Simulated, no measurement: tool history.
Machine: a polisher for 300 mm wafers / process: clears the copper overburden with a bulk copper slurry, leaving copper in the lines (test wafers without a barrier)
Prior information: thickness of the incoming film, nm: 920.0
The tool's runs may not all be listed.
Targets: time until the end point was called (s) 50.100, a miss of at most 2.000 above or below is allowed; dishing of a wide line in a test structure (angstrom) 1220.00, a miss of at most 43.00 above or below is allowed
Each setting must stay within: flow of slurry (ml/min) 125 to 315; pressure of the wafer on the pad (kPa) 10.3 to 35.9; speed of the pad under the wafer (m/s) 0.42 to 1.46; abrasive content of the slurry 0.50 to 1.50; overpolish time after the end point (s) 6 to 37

run  hour  flow of slurry (ml/min)  pressure of the wafer on the pad (kPa)  speed of the pad under the wafer (m/s)  abrasive content of the slurry  overpolish time after the end point (s)  time until the end point was called (s)  dishing of a wide line in a test structure (angstrom)
  1   0.0                      205                                    22.8                                    0.94                            1.00                                       19                                   81.484                                                 866.56
  2   5.5                      205                                    22.8                                    0.82                            1.00                                       19                                   89.770                                                 825.13
  3  14.3                      205                                    22.8                                    0.82                            1.00                                       23                                   92.329                                                 901.16
  4  19.5                      205                                    24.8                                    0.82                            1.00                                       22                                   84.997                                                 926.98
  5  22.4                      205                                    26.9                                    0.84                            1.00                                       22                                   78.664                                                 994.57
     30.8  -- worn pad replaced by a new one
  6  30.8                      205                                    28.3                                    0.86                            1.00                                       21                                   65.230                                                1056.40
  7  37.2                      205                                    29.0                                    0.86                            1.00                                       21                                   64.729                                                1067.70
  8  41.8                      205                                    29.6                                    0.86                            1.00                                       21                                   62.925                                                1076.40
  9  44.9                      205                                    30.3                                    0.86                            1.00                                       21                                   62.109                                                1107.80
 10  45.8                      205                                    31.0                                    0.86                            1.00                                       21                                   60.754                                                1100.30
 11  46.7                      205                                    31.7                                    0.86                            1.00                                       21                                   59.979                                                1132.70

Consider the 4 candidate settings below. Which is the only one whose results all fall within their allowed miss of target?
  A  47.6                      270                                    35.2                                    1.00                            0.70                                       20                                        ?                                                      ?
  B  47.6                      225                                    31.7                                    0.88                            1.20                                       30                                        ?                                                      ?
  C  47.6                      180                                    28.3                                    0.82                            1.15                                       28                                        ?                                                      ?
  D  47.6                      215                                    33.1                                    0.94                            0.90                                       16                                        ?                                                      ?

move  time until the end point was called (s)  dishing of a wide line in a test structure (angstrom)
   A                                   50.275                                                1187.70
   B                                   56.320                                                1274.60
   C                                   68.138                                                1148.80
   D                                   54.631                                                1025.80
A: each result inside its tolerance
B: an improvement on the last run, though not all results are within tolerance
C: moves away from the targets compared with the last run
D: an improvement on the last run, though not all results are within tolerance
A is the move that brings every result within its allowed miss.
